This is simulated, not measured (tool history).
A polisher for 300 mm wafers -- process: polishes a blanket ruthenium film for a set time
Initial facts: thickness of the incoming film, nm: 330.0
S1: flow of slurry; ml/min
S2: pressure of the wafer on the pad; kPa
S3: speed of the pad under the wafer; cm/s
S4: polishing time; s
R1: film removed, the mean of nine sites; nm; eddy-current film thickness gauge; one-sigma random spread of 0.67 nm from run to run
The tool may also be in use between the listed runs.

run  hour   S1    S2  S3   S4      R1
  1   0.0  255  13.8  82  113  97.102
  2   6.0  255  13.1  82  113  92.159
  3   6.7  290  13.1  82  113  94.525
  4  10.1  285  12.4  82  113  90.527
  5  18.0  275  11.7  82  113  86.331
  6  18.7  320  11.7  82  113  87.152
  7  26.5  320  11.0  82  113  83.485
  8  28.4  320  10.3  82  113  79.280
  9  32.5  320   9.7  82  113  74.873
 10  35.7  315   9.7  82  113  74.459

Run 11 is up next; what results do you expect?
 11  37.6  310  9.7  82  113   ?

{"run 11": {"R1": 73.443}}

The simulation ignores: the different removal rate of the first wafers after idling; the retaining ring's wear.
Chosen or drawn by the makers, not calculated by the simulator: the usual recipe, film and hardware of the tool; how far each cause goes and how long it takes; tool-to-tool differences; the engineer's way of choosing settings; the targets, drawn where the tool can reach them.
